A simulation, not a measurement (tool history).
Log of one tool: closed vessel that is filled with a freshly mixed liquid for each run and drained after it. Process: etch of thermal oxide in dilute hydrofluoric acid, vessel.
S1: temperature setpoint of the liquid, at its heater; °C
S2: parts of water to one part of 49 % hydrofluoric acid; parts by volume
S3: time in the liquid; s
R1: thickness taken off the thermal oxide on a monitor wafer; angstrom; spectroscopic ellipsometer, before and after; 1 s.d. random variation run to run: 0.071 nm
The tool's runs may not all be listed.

run 1 hour=0 | S1=21 S2=95 S3=265 | R1=106.27
run 2 hour=5.6 | S1=21 S2=95 S3=195 | R1=77.42
run 3 hour=13.4 | S1=22.5 S2=95 S3=195 | R1=82.853
run 4 hour=17.8 | S1=23 S2=90 S3=195 | R1=88.996
run 5 hour=19.7 | S1=23 S2=115 S3=195 | R1=68.334
run 6 hour=24.1 | S1=23 S2=100 S3=195 | R1=80.69
run 7 hour=26.5 | S1=24 S2=100 S3=195 | R1=84.931

Expected results for the next run?
run 8 hour=29.5 | S1=25 S2=100 S3=195 | R1=?

{"run 8": {"R1": 86.534}}

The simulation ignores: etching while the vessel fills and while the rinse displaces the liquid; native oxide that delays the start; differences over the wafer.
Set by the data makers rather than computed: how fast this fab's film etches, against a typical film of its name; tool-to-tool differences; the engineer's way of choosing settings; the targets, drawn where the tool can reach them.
